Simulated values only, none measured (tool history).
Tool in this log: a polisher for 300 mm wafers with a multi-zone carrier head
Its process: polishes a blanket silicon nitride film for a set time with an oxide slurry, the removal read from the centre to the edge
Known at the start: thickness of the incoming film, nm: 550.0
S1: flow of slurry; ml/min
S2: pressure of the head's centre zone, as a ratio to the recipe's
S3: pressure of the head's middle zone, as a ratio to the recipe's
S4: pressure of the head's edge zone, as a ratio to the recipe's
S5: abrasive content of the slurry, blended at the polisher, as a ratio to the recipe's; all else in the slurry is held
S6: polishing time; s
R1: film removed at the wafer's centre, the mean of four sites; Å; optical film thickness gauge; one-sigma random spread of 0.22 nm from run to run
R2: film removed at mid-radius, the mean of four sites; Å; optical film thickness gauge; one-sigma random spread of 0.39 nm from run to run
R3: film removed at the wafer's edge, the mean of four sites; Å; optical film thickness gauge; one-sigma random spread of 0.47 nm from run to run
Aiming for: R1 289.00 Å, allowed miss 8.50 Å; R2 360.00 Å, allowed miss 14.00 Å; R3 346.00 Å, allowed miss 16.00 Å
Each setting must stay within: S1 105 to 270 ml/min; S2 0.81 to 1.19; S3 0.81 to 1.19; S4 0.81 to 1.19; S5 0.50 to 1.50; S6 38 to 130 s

run 1 day=0.000 | S1=175 S2=1.00 S3=1.00 S4=1.00 S5=1.00 S6=84 | R1=509.63 R2=511.84 R3=523.00
run 2 day=0.092 | S1=175 S2=1.00 S3=1.08 S4=1.00 S5=1.00 S6=84 | R1=509.33 R2=538.92 R3=508.58
run 3 day=0.421 | S1=175 S2=1.00 S3=1.08 S4=0.96 S5=1.00 S6=84 | R1=513.30 R2=541.47 R3=502.38
run 4 day=0.600 | S1=175 S2=1.00 S3=1.08 S4=0.96 S5=1.15 S6=84 | R1=541.83 R2=578.98 R3=539.88
run 5 day=0.821 | S1=155 S2=1.00 S3=1.08 S4=0.96 S5=1.15 S6=84 | R1=529.34 R2=571.12 R3=539.02
run 6 day=1.129 | S1=145 S2=0.95 S3=1.07 S4=0.96 S5=0.95 S6=81 | R1=436.60 R2=498.34 R3=450.92
run 7 day=1.279 | S1=135 S2=0.91 S3=1.04 S4=0.98 S5=0.85 S6=80 | R1=378.80 R2=437.18 R3=431.88
run 8 day=1.596 | S1=135 S2=0.91 S3=1.04 S4=0.98 S5=0.85 S6=80 | R1=378.75 R2=441.03 R3=424.25
run 9 day=1.733 | S1=130 S2=0.89 S3=1.03 S4=0.97 S5=0.80 S6=80 | R1=351.86 R2=418.97 R3=406.57
run 10 day=1.862 | S1=120 S2=0.81 S3=0.97 S4=0.87 S5=0.65 S6=79 | R1=268.90 R2=328.54 R3=328.26
run 11 day=2.117 | S1=130 S2=0.81 S3=0.98 S4=0.88 S5=0.65 S6=79 | R1=272.68 R2=341.31 R3=335.82

5 next moves are on the table. One of them brings every result within its allowed miss. Which?
run A day=2.371 | S1=125 S2=0.90 S3=1.02 S4=0.84 S5=0.70 S6=76 | R1=? R2=? R3=?
run B day=2.371 | S1=105 S2=0.90 S3=0.93 S4=0.88 S5=0.55 S6=90 | R1=? R2=? R3=?
run C day=2.371 | S1=160 S2=0.82 S3=1.00 S4=0.90 S5=0.75 S6=70 | R1=? R2=? R3=?
run D day=2.371 | S1=235 S2=0.84 S3=0.93 S4=0.95 S5=0.75 S6=63 | R1=? R2=? R3=?
run E day=2.371 | S1=115 S2=0.81 S3=1.03 S4=0.89 S5=0.55 S6=87 | R1=? R2=? R3=?

move=A R1=307.21 R2=360.71 R3=331.09
move=B R1=286.05 R2=313.42 R3=323.17
move=C R1=287.77 R2=362.30 R3=343.10
move=D R1=284.37 R2=326.38 R3=331.79
move=E R1=257.20 R2=339.95 R3=319.79
A: pushes the last run's worst result past its target
B: corrects the largest miss of the last run, while another result sits out of spec
C: all results in spec
D: corrects the largest miss of the last run, while another result sits out of spec
E: moves away from the targets compared with the last run
Correct choice: C, which meets every target

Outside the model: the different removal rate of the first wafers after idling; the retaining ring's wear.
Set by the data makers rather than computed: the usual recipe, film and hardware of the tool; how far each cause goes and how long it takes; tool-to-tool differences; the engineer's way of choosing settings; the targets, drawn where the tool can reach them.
